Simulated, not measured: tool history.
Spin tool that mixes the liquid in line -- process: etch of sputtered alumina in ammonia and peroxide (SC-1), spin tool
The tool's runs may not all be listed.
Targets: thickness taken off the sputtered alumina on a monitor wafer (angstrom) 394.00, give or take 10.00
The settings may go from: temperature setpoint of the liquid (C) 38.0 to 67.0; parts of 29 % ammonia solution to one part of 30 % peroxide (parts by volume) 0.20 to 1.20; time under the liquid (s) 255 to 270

| run | hour | temperature setpoint of the liquid (C) | parts of 29 % ammonia solution to one part of 30 % peroxide (parts by volume) | time under the liquid (s) | thickness taken off the sputtered alumina on a monitor wafer (angstrom) |
|---|---|---|---|---|---|
| 1 | 0.0 | 51.0 | 0.70 | 255 | 237.42 |
| 2 | 7.4 | 51.0 | 0.70 | 270 | 246.72 |
| 3 | 10.4 | 52.0 | 0.70 | 270 | 264.63 |
| 4 | 12.5 | 53.0 | 0.70 | 270 | 276.20 |
| 5 | 20.2 | 53.0 | 0.70 | 270 | 278.06 |
| 6 | 23.4 | 54.0 | 0.70 | 270 | 293.00 |
| 7 | 29.1 | 55.0 | 0.70 | 270 | 305.71 |
| 8 | 34.1 | 55.5 | 0.70 | 270 | 317.29 |
| 9 | 37.4 | 56.0 | 0.70 | 270 | 325.38 |
| 10 | 40.1 | 56.0 | 0.70 | 270 | 321.72 |
| 11 | 45.0 | 56.5 | 0.70 | 270 | 332.03 |
| 12 | 48.9 | 57.0 | 0.70 | 270 | 342.88 |
| 13 | 54.7 | 57.5 | 0.70 | 270 | 356.78 |
| 14 | 60.7 | 58.5 | 0.70 | 270 | 368.40 |

Which single option among these 4 for the next run brings every result within its allowed miss of target? Just one does.
| A | 66.7 | 59.5 | 0.75 | 260 | ? |
| B | 66.7 | 58.5 | 0.80 | 270 | ? |
| C | 66.7 | 59.0 | 0.90 | 260 | ? |
| D | 66.7 | 59.5 | 0.90 | 270 | ? |

| move | thickness taken off the sputtered alumina on a monitor wafer (angstrom) |
|---|---|
| A | 378.58 |
| B | 375.63 |
| C | 375.37 |
| D | 399.99 |
A: closes in on the targets versus the last run, not all within tolerance yet
B: closes in on the targets versus the last run, not all within tolerance yet
C: closes in on the targets versus the last run, not all within tolerance yet
D: in spec on every target
Go with D: it meets all targets.
